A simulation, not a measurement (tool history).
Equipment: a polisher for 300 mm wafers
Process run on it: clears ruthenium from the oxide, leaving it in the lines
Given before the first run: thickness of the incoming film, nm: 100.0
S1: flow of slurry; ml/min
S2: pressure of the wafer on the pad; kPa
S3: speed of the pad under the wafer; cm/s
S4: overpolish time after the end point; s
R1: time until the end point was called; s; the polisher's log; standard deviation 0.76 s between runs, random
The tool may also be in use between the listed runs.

Run 1, hour 0: S1 240 ml/min, S2 12.4 kPa, S3 114 cm/s, S4 47 s. Result: R1 113 s.
Run 2, hour 8.1: S1 240 ml/min, S2 10.3 kPa, S3 114 cm/s, S4 47 s. Result: R1 135.58 s.
Run 3, hour 10.7: S1 265 ml/min, S2 10.3 kPa, S3 114 cm/s, S4 47 s. Result: R1 134.47 s.
Run 4, hour 16.3: S1 265 ml/min, S2 10.3 kPa, S3 114 cm/s, S4 47 s. Result: R1 137.89 s.
Run 5, hour 17.6: S1 265 ml/min, S2 7.6 kPa, S3 114 cm/s, S4 47 s. Result: R1 179.51 s.
At hour 25: head pressure recalibrated.
Run 6, hour 25: S1 265 ml/min, S2 7.6 kPa, S3 104 cm/s, S4 47 s. Result: R1 177.17 s.
Run 7, hour 26.2: S1 265 ml/min, S2 8.3 kPa, S3 104 cm/s, S4 47 s. Result: R1 162.3 s.
Run 8, hour 30.3: S1 265 ml/min, S2 9 kPa, S3 104 cm/s, S4 47 s. Result: R1 151.44 s.
Run 9, hour 38.2: S1 270 ml/min, S2 12.4 kPa, S3 108 cm/s, S4 47 s. Result: R1 105.4 s.
Run 10, hour 39.1: S1 280 ml/min, S2 12.4 kPa, S3 108 cm/s, S4 47 s. Result: R1 106.64 s.
Run 11, hour 42.5: S1 285 ml/min, S2 12.4 kPa, S3 108 cm/s, S4 47 s. Result: R1 105.76 s.
Run 12, hour 46.4: S1 290 ml/min, S2 12.4 kPa, S3 108 cm/s, S4 47 s. Result: R1 106.59 s.
Run 13, hour 52.9: S1 295 ml/min, S2 12.4 kPa, S3 108 cm/s, S4 47 s. Result: R1 107.16 s.
Run 14, hour 58.7: S1 295 ml/min, S2 15.9 kPa, S3 110 cm/s, S4 47 s. Result: R1 82.399 s.

The next listed run, before its measurement:
Run 15, hour 61.2: S1 300 ml/min, S2 15.9 kPa, S3 110 cm/s, S4 47 s. Result: R1 ?.

{"run 15": {"R1": 82.543}}
